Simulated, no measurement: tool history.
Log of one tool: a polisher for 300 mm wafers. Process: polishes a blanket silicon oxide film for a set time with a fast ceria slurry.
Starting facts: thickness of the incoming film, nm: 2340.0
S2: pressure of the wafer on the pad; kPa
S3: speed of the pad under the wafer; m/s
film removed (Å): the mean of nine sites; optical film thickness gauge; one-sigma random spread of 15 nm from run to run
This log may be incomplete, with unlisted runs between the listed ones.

{"run": 1, "hour": 0.0, "flow of slurry (ml/min)": 120, "S2": 22.1, "S3": 0.9, "polishing time (s)": 71, "film removed (Å)": 10236}
{"run": 2, "hour": 4.6, "flow of slurry (ml/min)": 90, "S2": 22.1, "S3": 0.9, "polishing time (s)": 71, "film removed (Å)": 9586.5}
{"run": 3, "hour": 11.2, "flow of slurry (ml/min)": 90, "S2": 22.1, "S3": 0.8, "polishing time (s)": 71, "film removed (Å)": 8681.7}
{"run": 4, "hour": 19.4, "flow of slurry (ml/min)": 105, "S2": 22.1, "S3": 0.8, "polishing time (s)": 71, "film removed (Å)": 8875.1}
{"run": 5, "hour": 26.3, "flow of slurry (ml/min)": 105, "S2": 22.1, "S3": 0.72, "polishing time (s)": 71, "film removed (Å)": 8030.8}
{"run": 6, "hour": 32.5, "flow of slurry (ml/min)": 115, "S2": 25.5, "S3": 0.74, "polishing time (s)": 71, "film removed (Å)": 9689.2}

What does the tool deliver on the next run?
{"run": 7, "hour": 35.3, "flow of slurry (ml/min)": 120, "S2": 28.3, "S3": 0.76, "polishing time (s)": 71, "film removed (Å)": "?"}

{"run 7": {"film removed (Å)": 11096}}
